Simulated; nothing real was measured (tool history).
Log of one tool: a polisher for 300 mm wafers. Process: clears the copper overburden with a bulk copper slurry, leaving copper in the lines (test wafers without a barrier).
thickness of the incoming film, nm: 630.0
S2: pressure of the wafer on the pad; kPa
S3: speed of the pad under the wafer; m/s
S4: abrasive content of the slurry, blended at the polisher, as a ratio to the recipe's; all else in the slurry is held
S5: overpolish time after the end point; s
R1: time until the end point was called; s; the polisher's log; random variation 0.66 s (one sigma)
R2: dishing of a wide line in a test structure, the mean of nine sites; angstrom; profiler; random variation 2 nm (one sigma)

Run 1, day 0: flow of slurry (ml/min) 185, S2 19.3 kPa, S3 1.38 m/s, S4 1, S5 19 s. Result: R1 44.618 s, R2 1218.1 angstrom.
Run 2, day 0.375: flow of slurry (ml/min) 185, S2 19.3 kPa, S3 1.38 m/s, S4 1, S5 16 s. Result: R1 44.469 s, R2 1086 angstrom.
Run 3, day 0.729: flow of slurry (ml/min) 185, S2 18.6 kPa, S3 1.38 m/s, S4 1, S5 18 s. Result: R1 46.496 s, R2 1133.4 angstrom.
Run 4, day 1.079: flow of slurry (ml/min) 185, S2 17.9 kPa, S3 1.38 m/s, S4 1, S5 20 s. Result: R1 47.461 s, R2 1184.8 angstrom.
Run 5, day 1.117: flow of slurry (ml/min) 145, S2 17.9 kPa, S3 1.38 m/s, S4 1, S5 20 s. Result: R1 49.01 s, R2 1178.4 angstrom.
Run 6, day 1.467: flow of slurry (ml/min) 145, S2 17.2 kPa, S3 1.38 m/s, S4 1, S5 21 s. Result: R1 50.092 s, R2 1123.2 angstrom.
Run 7, day 1.746: flow of slurry (ml/min) 135, S2 17.9 kPa, S3 1 m/s, S4 0.95, S5 30 s. Result: R1 67.789 s, R2 1229 angstrom.
Run 8, day 2.083: flow of slurry (ml/min) 140, S2 18.6 kPa, S3 1 m/s, S4 0.95, S5 31 s. Result: R1 66.823 s, R2 1227.1 angstrom.

Run 9 comes next. What will it give?
Run 9, day 2.404: flow of slurry (ml/min) 140, S2 18.6 kPa, S3 1 m/s, S4 0.95, S5 32 s. Result: R1 ?, R2 ?.

R1: 64.291 s
R2: 1247.3 angstrom

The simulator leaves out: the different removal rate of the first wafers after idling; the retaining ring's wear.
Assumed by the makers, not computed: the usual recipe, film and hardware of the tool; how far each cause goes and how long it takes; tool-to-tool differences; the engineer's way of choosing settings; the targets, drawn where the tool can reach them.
